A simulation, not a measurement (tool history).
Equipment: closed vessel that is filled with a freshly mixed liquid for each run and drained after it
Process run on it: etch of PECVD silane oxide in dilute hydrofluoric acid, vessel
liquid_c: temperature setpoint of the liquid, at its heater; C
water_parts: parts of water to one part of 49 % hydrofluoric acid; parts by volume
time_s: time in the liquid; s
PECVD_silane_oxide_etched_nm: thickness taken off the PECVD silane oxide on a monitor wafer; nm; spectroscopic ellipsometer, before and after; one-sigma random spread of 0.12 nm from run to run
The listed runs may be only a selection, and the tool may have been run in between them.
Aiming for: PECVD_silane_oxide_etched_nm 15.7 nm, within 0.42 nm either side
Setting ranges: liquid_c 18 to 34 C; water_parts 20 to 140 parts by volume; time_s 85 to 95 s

Run 1, hour 0: liquid_c 26 C, water_parts 75 parts by volume, time_s 85 s. Result: PECVD_silane_oxide_etched_nm 20.38 nm.
Run 2, hour 4.4: liquid_c 25 C, water_parts 75 parts by volume, time_s 85 s. Result: PECVD_silane_oxide_etched_nm 19.9 nm.
Run 3, hour 7.4: liquid_c 24 C, water_parts 75 parts by volume, time_s 85 s. Result: PECVD_silane_oxide_etched_nm 19.023 nm.
Run 4, hour 10.5: liquid_c 23 C, water_parts 75 parts by volume, time_s 85 s. Result: PECVD_silane_oxide_etched_nm 18.472 nm.
Run 5, hour 18: liquid_c 23 C, water_parts 75 parts by volume, time_s 95 s. Result: PECVD_silane_oxide_etched_nm 20.689 nm.
Run 6, hour 21.6: liquid_c 22 C, water_parts 75 parts by volume, time_s 95 s. Result: PECVD_silane_oxide_etched_nm 19.483 nm.
Run 7, hour 25.7: liquid_c 21.5 C, water_parts 75 parts by volume, time_s 95 s. Result: PECVD_silane_oxide_etched_nm 19.289 nm.
Run 8, hour 27.9: liquid_c 21 C, water_parts 75 parts by volume, time_s 95 s. Result: PECVD_silane_oxide_etched_nm 18.995 nm.
Run 9, hour 35.3: liquid_c 20.5 C, water_parts 75 parts by volume, time_s 95 s. Result: PECVD_silane_oxide_etched_nm 18.41 nm.
Run 10, hour 38.6: liquid_c 20 C, water_parts 75 parts by volume, time_s 95 s. Result: PECVD_silane_oxide_etched_nm 17.961 nm.
Run 11, hour 42.2: liquid_c 19.5 C, water_parts 75 parts by volume, time_s 95 s. Result: PECVD_silane_oxide_etched_nm 17.887 nm.
Run 12, hour 46.8: liquid_c 19 C, water_parts 75 parts by volume, time_s 95 s. Result: PECVD_silane_oxide_etched_nm 17.544 nm.

Exactly one of the 4 candidate moves below puts every result within its allowed miss. Which one?
Run A, hour 51.4: liquid_c 20 C, water_parts 90 parts by volume, time_s 95 s. Result: PECVD_silane_oxide_etched_nm ?.
Run B, hour 51.4: liquid_c 20 C, water_parts 65 parts by volume, time_s 90 s. Result: PECVD_silane_oxide_etched_nm ?.
Run C, hour 51.4: liquid_c 18 C, water_parts 80 parts by volume, time_s 95 s. Result: PECVD_silane_oxide_etched_nm ?.
Run D, hour 51.4: liquid_c 21 C, water_parts 85 parts by volume, time_s 85 s. Result: PECVD_silane_oxide_etched_nm ?.

move  PECVD_silane_oxide_etched_nm
   A                        14.996
   B                        20.248
   C                         15.69
   D                         14.89
A: carries the result that was furthest off beyond its target, to the other side
B: misses by more than the last run did
C: in spec on every target
D: carries the result that was furthest off beyond its target, to the other side
The move that meets every target is C.

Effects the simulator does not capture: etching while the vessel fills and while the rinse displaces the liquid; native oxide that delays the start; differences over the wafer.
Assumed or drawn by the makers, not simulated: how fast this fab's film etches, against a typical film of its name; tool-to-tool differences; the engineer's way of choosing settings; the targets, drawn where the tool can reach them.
